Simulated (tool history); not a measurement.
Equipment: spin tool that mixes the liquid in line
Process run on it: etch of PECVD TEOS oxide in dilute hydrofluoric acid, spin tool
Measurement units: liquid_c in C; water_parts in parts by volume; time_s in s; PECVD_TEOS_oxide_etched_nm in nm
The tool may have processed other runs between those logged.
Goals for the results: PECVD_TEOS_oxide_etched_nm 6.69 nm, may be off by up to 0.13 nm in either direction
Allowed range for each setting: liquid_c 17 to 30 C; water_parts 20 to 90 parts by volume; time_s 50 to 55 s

| run | hour | liquid_c | water_parts | time_s | PECVD_TEOS_oxide_etched_nm |
|---|---|---|---|---|---|
| 1 | 0 | 22 | 50 | 50 | 9.2431 |
| 2 | 1.3 | 22 | 50 | 55 | 10.079 |
| 3 | 7.6 | 22 | 50 | 50 | 9.2113 |
| 4 | 14.8 | 22 | 50 | 50 | 9.2322 |
| 5 | 15.7 | 25.5 | 50 | 50 | 10.677 |
| 6 | 24 | 27.5 | 50 | 50 | 11.541 |
| 7 | 31.4 | 27.5 | 50 | 50 | 11.697 |
| 8 | 36.8 | 25 | 50 | 50 | 10.489 |
| 9 | 44.8 | 23 | 50 | 50 | 9.6245 |
|  | 50.2 | hydrofluoric acid flow meter replaced |
| 10 | 50.2 | 21.5 | 50 | 50 | 8.5402 |
| 11 | 52.9 | 20.5 | 50 | 50 | 8.2156 |
| 12 | 57.8 | 19.5 | 50 | 50 | 7.9354 |
| 13 | 59.6 | 19 | 50 | 50 | 7.6976 |
| 14 | 61.9 | 18.5 | 50 | 50 | 7.478 |
| 15 | 64.2 | 18 | 50 | 50 | 7.3929 |

Which single option among these 4 for the next run brings every result within its allowed miss of target? Just one does.
| A | 66.5 | 18 | 55 | 50 | ? |
| B | 66.5 | 17 | 50 | 50 | ? |
| C | 66.5 | 17 | 55 | 50 | ? |
| D | 66.5 | 18 | 45 | 50 | ? |

| move | PECVD_TEOS_oxide_etched_nm |
|---|---|
| A | 6.6605 |
| B | 7.0561 |
| C | 6.3791 |
| D | 8.2342 |
A: all results land within tolerance of their targets
B: gains on the last run, yet a result remains outside its allowed miss
C: pushes the last run's worst result past its target
D: moves away from the targets compared with the last run
The right move is A.
